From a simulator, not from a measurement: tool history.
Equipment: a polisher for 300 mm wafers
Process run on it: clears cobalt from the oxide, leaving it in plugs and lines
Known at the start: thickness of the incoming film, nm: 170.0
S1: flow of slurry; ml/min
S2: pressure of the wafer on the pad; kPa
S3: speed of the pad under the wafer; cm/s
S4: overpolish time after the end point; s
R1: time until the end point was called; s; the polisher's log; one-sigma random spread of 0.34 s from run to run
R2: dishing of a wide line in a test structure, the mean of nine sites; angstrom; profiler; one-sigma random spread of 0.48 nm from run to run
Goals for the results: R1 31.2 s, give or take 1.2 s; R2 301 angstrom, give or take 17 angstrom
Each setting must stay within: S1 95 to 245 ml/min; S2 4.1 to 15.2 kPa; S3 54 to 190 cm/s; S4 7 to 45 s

run,day,S1,S2,S3,S4,R1,R2
1,0,155,9.7,122,23,40.055,483.44
2,0.162,155,9.7,104,23,46.528,460.12
3,0.396,145,9.7,112,20,42.888,443.38
4,0.438,145,8.3,112,20,48.224,416.27
5,0.588,145,8.3,140,20,38.476,463.56
6,0.8,135,8.3,142,18,38.197,444.69
7,0.858,130,8.3,146,16,37.797,413.27
8,1.2,130,8.3,146,16,38.376,406.49
9,1.55,125,9,146,15,36.199,422.35
10,1.804,170,6.2,180,7,35.199,251.74
11,2.15,160,6.9,180,8,33.301,283.76
12,2.517,160,6.9,180,8,33.695,284.7

Which one of the following 5 next-run settings gets every result inside its allowed miss? There is exactly one.
A,2.883,195,6.9,188,8,?,?
B,2.883,140,6.9,162,11,?,?
C,2.883,180,6.2,174,7,?,?
D,2.883,200,6.2,160,10,?,?
E,2.883,135,6.9,154,10,?,?

move,R1,R2
A,31.018,303.09
B,37.361,332.92
C,35.918,245.54
D,38.522,304.81
E,39.444,299.61
A: all results in spec
B: moves away from the targets compared with the last run
C: moves away from the targets compared with the last run
D: moves away from the targets compared with the last run
E: moves away from the targets compared with the last run
A is the move that brings every result within its allowed miss.

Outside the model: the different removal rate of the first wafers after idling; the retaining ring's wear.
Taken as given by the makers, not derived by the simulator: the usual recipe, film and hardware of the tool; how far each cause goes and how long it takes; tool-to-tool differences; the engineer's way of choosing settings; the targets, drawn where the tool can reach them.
